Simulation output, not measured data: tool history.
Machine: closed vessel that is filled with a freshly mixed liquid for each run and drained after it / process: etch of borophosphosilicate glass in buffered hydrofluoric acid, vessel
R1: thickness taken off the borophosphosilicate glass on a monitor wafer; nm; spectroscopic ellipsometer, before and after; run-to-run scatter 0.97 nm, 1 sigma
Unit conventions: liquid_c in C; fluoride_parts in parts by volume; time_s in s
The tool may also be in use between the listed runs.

{"run": 1, "hour": 0.0, "liquid_c": 20.0, "fluoride_parts": 8.5, "time_s": 85, "R1": 149.01}
{"run": 2, "hour": 5.2, "liquid_c": 19.5, "fluoride_parts": 9.0, "time_s": 85, "R1": 140.14}
{"run": 3, "hour": 8.6, "liquid_c": 19.5, "fluoride_parts": 9.0, "time_s": 85, "R1": 138.31}
{"run": 4, "hour": 16.0, "liquid_c": 19.5, "fluoride_parts": 10.0, "time_s": 85, "R1": 129.34}
{"run": 5, "hour": 16.8, "liquid_c": 19.0, "fluoride_parts": 10.0, "time_s": 85, "R1": 124.46}
{"run": 6, "hour": 22.4, "liquid_c": 19.0, "fluoride_parts": 10.0, "time_s": 95, "R1": 139.55}

Run 7 comes next. What will it give?
{"run": 7, "hour": 28.7, "liquid_c": 18.5, "fluoride_parts": 10.5, "time_s": 95, "R1": "?"}

For run 7 the tool returned R1 128.30 nm.
